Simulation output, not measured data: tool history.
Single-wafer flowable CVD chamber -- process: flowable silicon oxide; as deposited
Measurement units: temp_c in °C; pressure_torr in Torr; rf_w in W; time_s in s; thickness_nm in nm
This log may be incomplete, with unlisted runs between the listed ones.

run  hour  temp_c  pressure_torr  rf_w  time_s  thickness_nm
  1     0     110          0.912  2675     452        253.15
  2     4     109          0.912  2675     452        259.24
  3  12.7     108          0.912  2675     452        270.08
  4  13.7     118          0.912  2675     452        190.52
  5  17.9     118          0.912  2675     431        180.77
  6    25     108          0.912  2675     431        258.27
  7  32.6     107          0.912  2675     431        268.32

Expected results for the next run?
  8  38.4     104          0.913  2675     431             ?

For run 8 the tool returned thickness_nm 302.69 nm.

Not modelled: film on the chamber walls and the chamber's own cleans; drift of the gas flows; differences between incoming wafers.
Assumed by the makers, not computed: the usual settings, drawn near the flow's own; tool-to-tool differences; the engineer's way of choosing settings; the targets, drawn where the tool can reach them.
